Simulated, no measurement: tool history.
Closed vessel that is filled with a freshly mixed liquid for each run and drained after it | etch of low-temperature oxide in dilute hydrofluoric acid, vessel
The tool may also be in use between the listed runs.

run,hour,temperature setpoint of the liquid (K),parts of water to one part of 49 % hydrofluoric acid (parts by volume),time in the liquid (s),thickness taken off the low-temperature oxide on a monitor wafer (nm)
1,0,295.15,260,440,15.925
2,2.7,297.15,240,440,19.006
3,7.6,298.65,225,440,21.859
4,10.2,298.65,225,440,21.675
5,17.7,298.65,300,440,15.109
6,18.9,299.65,270,440,17.783
7,27.4,300.65,245,440,21.09

The next listed run, before its measurement:
8,28.8,303.15,175,440,?

thickness taken off the low-temperature oxide on a monitor wafer (nm): 34.43
